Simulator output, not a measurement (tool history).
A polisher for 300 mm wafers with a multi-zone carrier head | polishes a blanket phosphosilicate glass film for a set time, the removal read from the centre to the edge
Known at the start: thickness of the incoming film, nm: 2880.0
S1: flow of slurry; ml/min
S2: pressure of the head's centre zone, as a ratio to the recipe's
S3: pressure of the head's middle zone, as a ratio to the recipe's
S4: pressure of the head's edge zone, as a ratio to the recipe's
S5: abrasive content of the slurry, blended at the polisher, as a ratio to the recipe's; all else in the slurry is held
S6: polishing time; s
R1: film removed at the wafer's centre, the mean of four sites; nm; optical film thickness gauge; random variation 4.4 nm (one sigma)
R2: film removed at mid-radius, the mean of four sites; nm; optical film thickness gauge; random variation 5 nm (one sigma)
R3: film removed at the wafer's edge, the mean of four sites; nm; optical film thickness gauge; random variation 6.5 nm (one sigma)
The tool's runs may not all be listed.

| run | hour | S1 | S2 | S3 | S4 | S5 | S6 | R1 | R2 | R3 |
|---|---|---|---|---|---|---|---|---|---|---|
| 1 | 0.0 | 290 | 1.00 | 1.00 | 1.00 | 1.00 | 72 | 705.90 | 717.78 | 705.76 |
| 2 | 8.3 | 285 | 0.97 | 0.97 | 0.98 | 1.00 | 72 | 678.57 | 710.41 | 698.69 |
| 3 | 9.4 | 285 | 0.97 | 0.97 | 0.91 | 1.00 | 72 | 679.31 | 697.23 | 680.80 |
| 4 | 12.6 | 285 | 0.97 | 0.97 | 0.91 | 1.00 | 84 | 795.44 | 818.70 | 796.24 |
| 5 | 14.4 | 285 | 0.97 | 0.97 | 0.82 | 1.00 | 84 | 793.42 | 828.88 | 765.65 |
| 6 | 16.9 | 280 | 0.95 | 0.94 | 0.82 | 0.90 | 84 | 737.98 | 757.03 | 713.51 |

Run 7 comes next. What will it give?
| 7 | 20.3 | 270 | 0.92 | 0.92 | 0.84 | 0.85 | 84 | ? | ? | ? |

{"run 7": {"R1": 690.72, "R2": 726.53, "R3": 696.8}}

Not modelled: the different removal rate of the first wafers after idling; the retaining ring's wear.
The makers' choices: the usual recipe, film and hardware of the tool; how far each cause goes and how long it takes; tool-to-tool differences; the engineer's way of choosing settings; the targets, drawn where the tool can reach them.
